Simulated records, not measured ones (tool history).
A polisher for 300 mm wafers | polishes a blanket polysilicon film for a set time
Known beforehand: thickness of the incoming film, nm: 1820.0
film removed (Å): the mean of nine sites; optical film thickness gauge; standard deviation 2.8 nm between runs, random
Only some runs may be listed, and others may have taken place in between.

run,hour,flow of slurry (ml/min),pressure of the wafer on the pad (psi),speed of the pad under the wafer (cm/s),polishing time (s),film removed (Å)
1,0,145,2.8,98,105,8566.4
2,7.5,145,2.5,98,105,7595.3
3,8.7,115,2.5,98,105,7232.1
4,14,115,3.1,98,105,8847
5,17.5,110,2.9,96,105,8008.4
6,26.4,110,2.9,96,105,8069.1

What does the tool deliver on the next run?
7,28.5,110,2.7,94,105,?

{"run 7": {"film removed (Å)": 7286.9}}
